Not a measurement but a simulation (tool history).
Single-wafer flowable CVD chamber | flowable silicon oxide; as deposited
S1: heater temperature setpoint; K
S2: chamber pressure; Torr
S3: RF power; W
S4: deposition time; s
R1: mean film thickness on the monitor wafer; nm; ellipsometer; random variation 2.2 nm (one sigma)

run    day      S1     S2    S3   S4      R1
  1      0  378.15  0.809  1770  917  451.58
  2  0.192  378.15  0.809  1675  917  445.01
  3  0.225  378.15  0.809  1815  917  450.08
  4  0.417  379.15  0.809  1815  917  437.85
  5  0.612  379.15  0.809  1665  917  432.01
  6  0.954  387.15  0.809  1665  917  342.39
  7  0.975  386.15  0.809  1665  917  351.07

The next listed run, before its measurement:
  8  1.033  385.15  0.809  1665  917   ?

{"run 8": {"R1": 360.64}}

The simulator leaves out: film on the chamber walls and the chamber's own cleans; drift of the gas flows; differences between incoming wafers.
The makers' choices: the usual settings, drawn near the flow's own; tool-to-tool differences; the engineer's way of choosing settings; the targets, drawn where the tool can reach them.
